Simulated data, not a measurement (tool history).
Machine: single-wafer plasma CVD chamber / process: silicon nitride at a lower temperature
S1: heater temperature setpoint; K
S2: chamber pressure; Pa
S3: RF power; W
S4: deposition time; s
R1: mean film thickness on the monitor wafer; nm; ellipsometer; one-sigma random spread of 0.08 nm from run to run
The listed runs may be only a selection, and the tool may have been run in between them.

Run 1, hour 0: S1 608.15 K, S2 160 Pa, S3 270 W, S4 16.9 s. Result: R1 17.622 nm.
Run 2, hour 4: S1 608.15 K, S2 156 Pa, S3 260 W, S4 16.8 s. Result: R1 16.827 nm.
Run 3, hour 12.1: S1 608.15 K, S2 156 Pa, S3 260 W, S4 16 s. Result: R1 15.866 nm.
Run 4, hour 16.1: S1 608.15 K, S2 137 Pa, S3 260 W, S4 16 s. Result: R1 15.358 nm.
Run 5, hour 19.6: S1 608.15 K, S2 137 Pa, S3 260 W, S4 16.9 s. Result: R1 16.293 nm.
Run 6, hour 23.7: S1 608.15 K, S2 112 Pa, S3 260 W, S4 16.9 s. Result: R1 15.34 nm.
Run 7, hour 24.8: S1 608.15 K, S2 111 Pa, S3 255 W, S4 16.9 s. Result: R1 15.029 nm.
Run 8, hour 33.1: S1 608.15 K, S2 109 Pa, S3 250 W, S4 16.9 s. Result: R1 14.735 nm.
Run 9, hour 35: S1 608.15 K, S2 108 Pa, S3 245 W, S4 16.9 s. Result: R1 14.283 nm.
Run 10, hour 43.6: S1 608.15 K, S2 107 Pa, S3 245 W, S4 16.9 s. Result: R1 14.345 nm.
Run 11, hour 46.1: S1 608.15 K, S2 105 Pa, S3 245 W, S4 16.9 s. Result: R1 14.255 nm.

Run 12 comes next. What will it give?
Run 12, hour 48.3: S1 608.15 K, S2 104 Pa, S3 245 W, S4 16.9 s. Result: R1 ?.

R1: 14.058 nm
